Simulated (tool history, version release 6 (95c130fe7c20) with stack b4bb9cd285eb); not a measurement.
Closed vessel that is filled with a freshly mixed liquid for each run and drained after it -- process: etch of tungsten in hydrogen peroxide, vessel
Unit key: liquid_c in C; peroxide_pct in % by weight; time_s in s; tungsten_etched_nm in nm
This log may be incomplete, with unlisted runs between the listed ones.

run	day	liquid_c	peroxide_pct	time_s	tungsten_etched_nm
1	0	48	21	95	66.013
2	0.15	54	21	95	94.744
3	0.267	54	21	95	94.294
4	0.483	54	21	95	93.853
# day 0.6: peroxide flow meter replaced
5	0.6	54.5	21	95	103.15
6	0.7	59.5	21	95	137.2
7	0.975	58.5	21	95	130.53

Run 8, settings as shown, results not yet in. Your forecast:
8	1.175	58.5	21	95	?

{"run 8": {"tungsten_etched_nm": 129.5}}
